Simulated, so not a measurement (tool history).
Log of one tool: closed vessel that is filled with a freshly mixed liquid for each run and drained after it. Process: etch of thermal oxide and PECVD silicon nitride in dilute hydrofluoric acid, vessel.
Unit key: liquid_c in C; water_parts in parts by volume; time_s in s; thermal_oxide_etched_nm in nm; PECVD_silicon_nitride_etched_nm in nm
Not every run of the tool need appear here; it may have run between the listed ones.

run  hour  liquid_c  water_parts  time_s  thermal_oxide_etched_nm  PECVD_silicon_nitride_etched_nm
  1   0.0        21          265    1060                  13.3080                           5.8021
  2   2.1        19          265    1060                  12.4000                           5.0510
  3   4.1        19          265     740                   8.6640                           3.5443
  4   4.7        19          265     935                  10.9650                           4.4866
  5  12.7        19          265     925                  10.8290                           4.4265
  6  20.1        19          265     915                  10.6120                           4.3452
  7  22.6        19          265     905                  10.6180                           4.2376
  8  29.2        19          265     900                  10.5400                           4.2848
  9  32.6        19          265     890                  10.4030                           4.2654
 10  38.8        19          265     880                  10.2840                           4.1885
 11  40.8        19          265     870                  10.1260                           4.1845
 12  49.3        19          265     860                   9.9522                           4.2070
 13  52.9        19          265     855                   9.9933                           4.0955
 14  54.0        19          265     845                   9.7597                           4.0514
 15  60.1        17          250     720                   8.3871                           3.1785
 16  62.7        17          250     715                   8.3395                           3.2074
 17  70.6        17          250     710                   8.2861                           3.1307

What will run 18 give?
 18  72.2        17          250     705                        ?                                ?

{"run 18": {"thermal_oxide_etched_nm": 8.1607, "PECVD_silicon_nitride_etched_nm": 3.1017}}
